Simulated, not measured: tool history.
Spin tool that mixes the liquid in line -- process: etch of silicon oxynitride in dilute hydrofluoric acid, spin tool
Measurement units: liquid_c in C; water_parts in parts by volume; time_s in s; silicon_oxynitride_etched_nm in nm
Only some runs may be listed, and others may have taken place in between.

| run | hour | liquid_c | water_parts | time_s | silicon_oxynitride_etched_nm |
|---|---|---|---|---|---|
| 1 | 0.0 | 25.0 | 50 | 80 | 9.4026 |
| 2 | 3.1 | 24.0 | 50 | 80 | 9.0035 |
| 3 | 4.7 | 24.0 | 50 | 80 | 8.9794 |
| 4 | 9.9 | 24.0 | 50 | 60 | 6.6988 |
| 5 | 12.6 | 24.0 | 50 | 60 | 6.6584 |
| 6 | 18.1 | 22.5 | 50 | 60 | 6.1820 |

Estimate the outcome of run 7 from the log above:
| 7 | 26.0 | 23.0 | 50 | 60 | ? |

Run 7 came out at silicon_oxynitride_etched_nm 6.3615 nm.

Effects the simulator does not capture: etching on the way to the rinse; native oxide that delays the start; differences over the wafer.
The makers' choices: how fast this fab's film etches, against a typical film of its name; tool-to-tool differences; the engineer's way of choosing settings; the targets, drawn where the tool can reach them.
